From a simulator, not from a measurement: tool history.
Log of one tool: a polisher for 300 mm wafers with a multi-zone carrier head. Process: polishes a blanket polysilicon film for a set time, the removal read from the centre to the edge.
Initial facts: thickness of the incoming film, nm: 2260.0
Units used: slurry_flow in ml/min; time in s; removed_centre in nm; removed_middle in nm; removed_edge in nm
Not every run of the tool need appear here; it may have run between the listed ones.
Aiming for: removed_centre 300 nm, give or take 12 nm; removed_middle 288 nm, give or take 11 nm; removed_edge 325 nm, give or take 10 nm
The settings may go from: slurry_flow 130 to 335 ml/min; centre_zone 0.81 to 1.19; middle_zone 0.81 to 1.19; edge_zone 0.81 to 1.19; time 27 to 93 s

| run | hour | slurry_flow | centre_zone | middle_zone | edge_zone | time | removed_centre | removed_middle | removed_edge |
|---|---|---|---|---|---|---|---|---|---|
| 1 | 0 | 215 | 1 | 1 | 1 | 59 | 436.74 | 445.63 | 448.06 |
| 2 | 2 | 205 | 0.97 | 0.95 | 0.97 | 54 | 392.55 | 388.56 | 399 |
| 3 | 6.3 | 205 | 0.97 | 0.95 | 0.97 | 65 | 467.11 | 460.78 | 488.65 |
| 4 | 10.9 | 190 | 0.93 | 0.91 | 0.95 | 59 | 400.45 | 410.8 | 425.39 |
| 5 | 14.4 | 190 | 0.93 | 0.91 | 0.95 | 74 | 508.18 | 516.35 | 538.16 |
| 6 | 16.7 | 185 | 0.92 | 0.88 | 0.96 | 64 | 436.13 | 421.05 | 467.24 |
| 7 | 19.3 | 175 | 0.9 | 0.86 | 0.94 | 58 | 374.15 | 382.24 | 415.28 |
| 8 | 27.7 | 175 | 0.91 | 0.84 | 0.94 | 53 | 348.63 | 329.84 | 383.71 |
| 9 | 34.7 | 170 | 0.91 | 0.83 | 0.91 | 51 | 339.87 | 325.08 | 359.98 |
| 10 | 42.8 | 165 | 0.9 | 0.82 | 0.91 | 49 | 324.77 | 304.44 | 353.3 |
| 11 | 46.1 | 160 | 0.89 | 0.82 | 0.89 | 48 | 310.33 | 294.36 | 335.85 |

Exactly one of the 5 candidate moves below puts every result within its allowed miss. Which one?
| A | 49.4 | 160 | 0.9 | 0.82 | 0.89 | 47 | ? | ? | ? |
| B | 49.4 | 140 | 1.03 | 0.91 | 0.94 | 44 | ? | ? | ? |
| C | 49.4 | 195 | 0.85 | 0.82 | 0.97 | 47 | ? | ? | ? |
| D | 49.4 | 190 | 0.97 | 0.85 | 0.83 | 46 | ? | ? | ? |
| E | 49.4 | 130 | 0.84 | 0.81 | 0.9 | 51 | ? | ? | ? |

| move | removed_centre | removed_middle | removed_edge |
|---|---|---|---|
| A | 303.54 | 289.25 | 326.14 |
| B | 317.63 | 289.53 | 308.6 |
| C | 295.21 | 296.51 | 345.63 |
| D | 327.33 | 297.82 | 314.24 |
| E | 298.32 | 302.05 | 348.41 |
A: every result within its allowed miss
B: takes the result that was furthest off past its target
C: moves away from the targets compared with the last run
D: takes the result that was furthest off past its target
E: moves away from the targets compared with the last run
The right move is A.
